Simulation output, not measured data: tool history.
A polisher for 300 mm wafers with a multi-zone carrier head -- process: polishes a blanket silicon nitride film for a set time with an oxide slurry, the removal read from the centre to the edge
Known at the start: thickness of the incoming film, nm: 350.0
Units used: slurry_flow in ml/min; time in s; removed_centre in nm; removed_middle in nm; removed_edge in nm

run	hour	slurry_flow	centre_zone	middle_zone	edge_zone	slurry_solids	time	removed_centre	removed_middle	removed_edge
1	0.0	125	1.00	1.00	1.00	1.00	59	26.313	26.121	25.948
2	2.2	140	1.00	1.03	1.02	1.05	59	27.632	27.489	28.378
3	7.1	115	1.00	1.03	1.02	1.05	59	25.658	26.392	27.669
4	10.9	115	1.00	1.03	1.02	1.05	68	29.875	30.793	31.377
5	18.5	115	1.00	1.04	0.99	1.05	68	29.990	31.677	30.886
6	21.1	115	1.00	1.04	0.99	1.05	76	34.123	34.813	34.041
7	24.6	105	0.99	1.03	0.97	1.05	76	32.226	34.015	34.183
8	27.7	100	1.00	1.04	0.94	1.00	76	31.902	32.436	31.976

Run 9, settings as shown, results not yet in. Your forecast:
9	30.4	95	0.99	1.06	0.92	1.00	76	?	?	?

{"run 9": {"removed_centre": 30.536, "removed_middle": 32.571, "removed_edge": 31.399}}
